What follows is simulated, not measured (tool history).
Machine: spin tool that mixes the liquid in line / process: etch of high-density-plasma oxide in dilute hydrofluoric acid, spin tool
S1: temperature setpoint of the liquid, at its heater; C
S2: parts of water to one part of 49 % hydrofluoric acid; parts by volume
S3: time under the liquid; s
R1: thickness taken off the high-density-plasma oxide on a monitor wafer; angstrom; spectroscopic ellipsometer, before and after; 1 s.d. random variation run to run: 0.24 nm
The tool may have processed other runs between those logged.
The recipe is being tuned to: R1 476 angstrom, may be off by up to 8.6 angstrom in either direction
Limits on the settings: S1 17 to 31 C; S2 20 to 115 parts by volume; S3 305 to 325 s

run	day	S1	S2	S3	R1
1	0	23	65	305	265.6
2	0.246	25	60	305	314.1
3	0.317	25	80	305	228.55
4	0.617	25	60	305	313.97
5	0.792	25	60	305	314.48
6	1.167	26.5	55	305	367.55
7	1.45	27.5	55	305	381.38
8	1.783	28.5	55	305	395.78
9	2.058	29	55	305	403.89
10	2.212	29.5	55	305	414.05
11	2.504	30	55	305	418.56
12	2.538	30.5	55	305	427.97
13	2.571	31	50	305	486.08

5 candidate next runs follow, results not yet known. Just one meets every target within its allowed miss. Identify it.
A	2.604	25.5	40	305	?
B	2.604	30	50	320	?
C	2.604	31	50	310	?
D	2.604	31	50	315	?
E	2.604	30.5	50	305	?

move	R1
A	496.61
B	492.06
C	495.68
D	503.68
E	478.27
A: its largest miss is bigger than the last run's
B: its largest miss is bigger than the last run's
C: its largest miss is bigger than the last run's
D: its largest miss is bigger than the last run's
E: hits every target within its allowed miss
Answer: E
